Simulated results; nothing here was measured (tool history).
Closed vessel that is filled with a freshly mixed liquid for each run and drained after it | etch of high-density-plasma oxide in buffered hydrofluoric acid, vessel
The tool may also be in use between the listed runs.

run    day  temperature setpoint of the liquid (°C)  parts of 40 % ammonium fluoride to one part of 49 % hydrofluoric acid (parts by volume)  time in the liquid (s)  thickness taken off the high-density-plasma oxide on a monitor wafer (nm)
  1      0                                       24                                                                                       11                     105                                                                     122.12
  2  0.121                                     22.5                                                                                       11                     105                                                                     111.48
  3  0.488                                     21.5                                                                                       11                     105                                                                     105.75
  4  0.717                                       23                                                                                       11                     105                                                                     114.98
  5  0.875                                       22                                                                                       11                     105                                                                     109.41
  6  1.158                                       21                                                                                       11                     105                                                                     102.93

Run 7 is up next; what results do you expect?
  7  1.371                                     20.5                                                                                       11                     105                                                                          ?

Logged for run 7: thickness taken off the high-density-plasma oxide on a monitor wafer (nm) 100.49.
